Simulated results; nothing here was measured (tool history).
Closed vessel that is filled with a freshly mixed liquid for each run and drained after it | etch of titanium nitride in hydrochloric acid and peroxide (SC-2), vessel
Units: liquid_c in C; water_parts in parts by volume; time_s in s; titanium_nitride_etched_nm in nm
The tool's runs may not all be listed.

run,hour,liquid_c,water_parts,time_s,titanium_nitride_etched_nm
1,0,52,6.5,510,22.2
2,2.1,58.5,6.5,510,33.673
3,5.6,54,6.5,510,25.433
4,6.2,50.5,6.5,510,20.104
5,8.2,50.5,6.5,510,20.336
6,9.9,50.5,6.5,545,21.386
7,15.8,48,6.5,545,18.216

Forecast run 8:
8,22.7,40,6.5,545,?

Run 8 gave titanium_nitride_etched_nm 10.414 nm.
